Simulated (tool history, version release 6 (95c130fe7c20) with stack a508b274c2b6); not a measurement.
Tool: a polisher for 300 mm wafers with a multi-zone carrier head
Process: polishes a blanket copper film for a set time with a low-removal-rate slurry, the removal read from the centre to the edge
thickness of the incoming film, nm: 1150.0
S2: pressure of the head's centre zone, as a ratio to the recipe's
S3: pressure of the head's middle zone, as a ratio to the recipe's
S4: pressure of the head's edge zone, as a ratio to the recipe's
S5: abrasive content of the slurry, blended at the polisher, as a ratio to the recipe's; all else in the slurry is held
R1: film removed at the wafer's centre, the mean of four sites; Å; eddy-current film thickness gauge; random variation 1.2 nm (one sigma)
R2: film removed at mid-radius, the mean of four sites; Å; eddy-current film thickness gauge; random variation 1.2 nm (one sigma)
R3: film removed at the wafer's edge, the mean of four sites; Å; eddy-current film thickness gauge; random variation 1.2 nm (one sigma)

run 1 day=0.000 | flow_of_slurry_(ml/min)=155 S2=1.00 S3=1.00 S4=1.00 S5=1.00 polishing_time_(s)=37 | R1=682.94 R2=650.76 R3=688.67
run 2 day=0.342 | flow_of_slurry_(ml/min)=155 S2=1.07 S3=1.00 S4=1.00 S5=1.00 polishing_time_(s)=37 | R1=732.88 R2=672.75 R3=675.15
run 3 day=0.479 | flow_of_slurry_(ml/min)=160 S2=1.06 S3=1.01 S4=1.01 S5=1.05 polishing_time_(s)=38 | R1=757.86 R2=712.31 R3=709.77
run 4 day=0.521 | flow_of_slurry_(ml/min)=160 S2=1.06 S3=1.01 S4=1.01 S5=1.05 polishing_time_(s)=45 | R1=892.99 R2=828.33 R3=845.95
run 5 day=0.583 | flow_of_slurry_(ml/min)=160 S2=1.06 S3=1.01 S4=1.01 S5=1.05 polishing_time_(s)=37 | R1=724.26 R2=690.61 R3=696.23
run 6 day=0.700 | flow_of_slurry_(ml/min)=160 S2=1.06 S3=1.01 S4=0.96 S5=1.05 polishing_time_(s)=37 | R1=743.57 R2=678.77 R3=678.87
run 7 day=1.054 | flow_of_slurry_(ml/min)=165 S2=1.05 S3=1.01 S4=0.98 S5=1.10 polishing_time_(s)=38 | R1=755.30 R2=729.22 R3=711.37
run 8 day=1.158 | flow_of_slurry_(ml/min)=165 S2=1.04 S3=1.00 S4=0.99 S5=1.15 polishing_time_(s)=39 | R1=771.95 R2=736.58 R3=746.39
run 9 day=1.200 | flow_of_slurry_(ml/min)=170 S2=1.04 S3=1.00 S4=1.00 S5=1.20 polishing_time_(s)=39 | R1=776.72 R2=748.41 R3=749.90

Forecast run 10:
run 10 day=1.529 | flow_of_slurry_(ml/min)=170 S2=1.03 S3=1.00 S4=1.01 S5=1.25 polishing_time_(s)=40 | R1=? R2=? R3=?

R1: 794.45 Å
R2: 747.96 Å
R3: 773.18 Å

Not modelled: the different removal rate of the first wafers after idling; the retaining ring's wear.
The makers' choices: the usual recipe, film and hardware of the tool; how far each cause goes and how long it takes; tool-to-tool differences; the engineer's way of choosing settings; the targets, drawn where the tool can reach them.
